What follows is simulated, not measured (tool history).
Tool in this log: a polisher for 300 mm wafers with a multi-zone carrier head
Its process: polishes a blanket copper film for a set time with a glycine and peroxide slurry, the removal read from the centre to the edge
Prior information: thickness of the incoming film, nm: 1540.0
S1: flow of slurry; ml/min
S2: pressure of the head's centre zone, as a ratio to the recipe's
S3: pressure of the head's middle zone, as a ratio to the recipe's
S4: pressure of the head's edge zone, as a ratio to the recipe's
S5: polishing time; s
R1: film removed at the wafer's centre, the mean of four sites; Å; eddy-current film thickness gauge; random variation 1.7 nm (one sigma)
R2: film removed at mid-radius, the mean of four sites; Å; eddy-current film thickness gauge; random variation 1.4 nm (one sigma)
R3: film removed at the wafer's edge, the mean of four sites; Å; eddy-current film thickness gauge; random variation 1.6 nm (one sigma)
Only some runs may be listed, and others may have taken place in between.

Run 1, day 0.000: S1 145 ml/min, S2 1.00, S3 1.00, S4 1.00, S5 38 s. Result: R1 1989.3 Å, R2 2052.2 Å, R3 2016.3 Å.
Run 2, day 0.279: S1 145 ml/min, S2 1.00, S3 1.05, S4 1.00, S5 38 s. Result: R1 2035.6 Å, R2 2080.6 Å, R3 2045.7 Å.
Run 3, day 0.488: S1 145 ml/min, S2 1.00, S3 1.05, S4 0.93, S5 38 s. Result: R1 2020.0 Å, R2 2115.0 Å, R3 1991.1 Å.
Run 4, day 0.512: S1 140 ml/min, S2 0.99, S3 1.04, S4 0.93, S5 38 s. Result: R1 1952.9 Å, R2 2087.3 Å, R3 1962.5 Å.
Run 5, day 0.825: S1 135 ml/min, S2 0.98, S3 1.03, S4 0.93, S5 38 s. Result: R1 1950.8 Å, R2 2065.1 Å, R3 1944.2 Å.
Run 6, day 0.962: S1 130 ml/min, S2 0.96, S3 1.02, S4 0.94, S5 38 s. Result: R1 1873.9 Å, R2 2019.0 Å, R3 1919.4 Å.
Run 7, day 1.033: S1 90 ml/min, S2 0.86, S3 0.96, S4 0.97, S5 38 s. Result: R1 1486.6 Å, R2 1713.0 Å, R3 1853.1 Å.

The next listed run, before its measurement:
Run 8, day 1.183: S1 90 ml/min, S2 0.86, S3 0.96, S4 0.96, S5 38 s. Result: R1 ?, R2 ?, R3 ?.

{"run 8": {"R1": 1479.8, "R2": 1721.2, "R3": 1819.3}}

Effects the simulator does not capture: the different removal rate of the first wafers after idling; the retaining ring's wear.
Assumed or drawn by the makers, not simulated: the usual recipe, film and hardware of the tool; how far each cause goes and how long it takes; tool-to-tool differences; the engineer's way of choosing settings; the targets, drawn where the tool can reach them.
